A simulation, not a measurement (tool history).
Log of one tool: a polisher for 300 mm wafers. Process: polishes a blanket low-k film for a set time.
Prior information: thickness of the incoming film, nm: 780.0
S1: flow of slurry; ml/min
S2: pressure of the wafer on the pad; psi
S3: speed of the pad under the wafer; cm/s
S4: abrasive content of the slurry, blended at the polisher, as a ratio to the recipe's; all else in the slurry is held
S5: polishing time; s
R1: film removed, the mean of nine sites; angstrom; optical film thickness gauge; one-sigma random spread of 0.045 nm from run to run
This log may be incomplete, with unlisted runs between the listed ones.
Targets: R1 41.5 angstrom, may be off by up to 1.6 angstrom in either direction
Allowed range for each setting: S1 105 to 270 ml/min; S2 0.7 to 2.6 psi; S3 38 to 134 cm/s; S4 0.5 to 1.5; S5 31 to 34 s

Run 1, day 0: S1 175 ml/min, S2 1.6 psi, S3 86 cm/s, S4 1, S5 34 s. Result: R1 88.433 angstrom.
Run 2, day 0.167: S1 175 ml/min, S2 1.4 psi, S3 80 cm/s, S4 1, S5 34 s. Result: R1 73.385 angstrom.
Run 3, day 0.533: S1 200 ml/min, S2 1.4 psi, S3 80 cm/s, S4 1, S5 34 s. Result: R1 73.955 angstrom.
Run 4, day 0.775: S1 200 ml/min, S2 1.1 psi, S3 80 cm/s, S4 1, S5 34 s. Result: R1 58.951 angstrom.
Run 5, day 1.117: S1 200 ml/min, S2 1 psi, S3 78 cm/s, S4 1, S5 34 s. Result: R1 54.823 angstrom.
Run 6, day 1.154: S1 200 ml/min, S2 0.9 psi, S3 76 cm/s, S4 1, S5 34 s. Result: R1 49.391 angstrom.
Run 7, day 1.517: S1 190 ml/min, S2 0.7 psi, S3 72 cm/s, S4 1, S5 34 s. Result: R1 38.697 angstrom.
Run 8, day 1.588: S1 195 ml/min, S2 0.7 psi, S3 72 cm/s, S4 1, S5 34 s. Result: R1 38.718 angstrom.
Run 9, day 1.825: S1 195 ml/min, S2 0.7 psi, S3 72 cm/s, S4 1, S5 34 s. Result: R1 38.587 angstrom.
Run 10, day 2.075: S1 200 ml/min, S2 0.7 psi, S3 72 cm/s, S4 1, S5 34 s. Result: R1 39.059 angstrom.
Run 11, day 2.425: S1 205 ml/min, S2 0.7 psi, S3 72 cm/s, S4 1, S5 34 s. Result: R1 38.432 angstrom.
Run 12, day 2.654: S1 205 ml/min, S2 0.8 psi, S3 72 cm/s, S4 1, S5 34 s. Result: R1 43.685 angstrom.

Below are 4 possible settings for the next run. Only one of them brings all results inside the allowed miss of their targets. Which is it?
Run A, day 2.883: S1 210 ml/min, S2 0.8 psi, S3 70 cm/s, S4 1.05, S5 31 s. Result: R1 ?.
Run B, day 2.883: S1 230 ml/min, S2 0.9 psi, S3 58 cm/s, S4 1.1, S5 34 s. Result: R1 ?.
Run C, day 2.883: S1 225 ml/min, S2 0.9 psi, S3 74 cm/s, S4 0.95, S5 33 s. Result: R1 ?.
Run D, day 2.883: S1 200 ml/min, S2 0.9 psi, S3 72 cm/s, S4 1, S5 34 s. Result: R1 ?.

move      R1
   A  39.296
   B  41.848
   C  46.653
   D  47.184
A: takes the biggest miss from the last run beyond its target
B: all results land within tolerance of their targets
C: misses by more than the last run did
D: misses by more than the last run did
Correct choice: B, which meets every target
